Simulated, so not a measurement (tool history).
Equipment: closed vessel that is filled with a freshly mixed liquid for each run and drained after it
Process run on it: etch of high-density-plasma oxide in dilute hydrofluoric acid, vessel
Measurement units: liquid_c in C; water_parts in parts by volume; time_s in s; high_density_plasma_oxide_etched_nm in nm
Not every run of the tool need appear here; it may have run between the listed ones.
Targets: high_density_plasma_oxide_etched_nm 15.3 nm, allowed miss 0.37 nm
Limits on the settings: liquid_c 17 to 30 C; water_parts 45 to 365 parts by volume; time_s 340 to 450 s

run	hour	liquid_c	water_parts	time_s	high_density_plasma_oxide_etched_nm
1	0	22	205	450	12.317
2	5.6	19	205	450	11.026
3	10.8	19	235	450	9.3756
4	14.6	20.5	230	450	10.253
5	17.8	20.5	265	450	8.5994
6	27.4	22	260	450	9.3712
7	34.5	23	255	450	9.8826
8	39.8	24	250	450	10.517
9	49.4	25	245	450	11.063
10	56.4	25.5	240	450	11.622
11	59.4	26	235	450	12.229
12	62.9	26.5	230	450	12.782
13	64.9	27	230	450	12.958
14	69.8	27.5	230	450	13.253
15	73.8	28	230	450	13.432

5 candidate next runs follow, results not yet known. Just one meets every target within its allowed miss. Identify it.
A	77.8	25.5	220	415	?
B	77.8	23.5	170	450	?
C	77.8	30	225	450	?
D	77.8	30	220	450	?
E	77.8	30	220	425	?

move	high_density_plasma_oxide_etched_nm
A	11.857
B	16.325
C	14.625
D	15.047
E	14.211
A: misses by more than the last run did
B: carries the result that was furthest off beyond its target, to the other side
C: an improvement on the last run, though not all results are within tolerance
D: in spec on every target
E: an improvement on the last run, though not all results are within tolerance
Correct choice: D, which meets every target
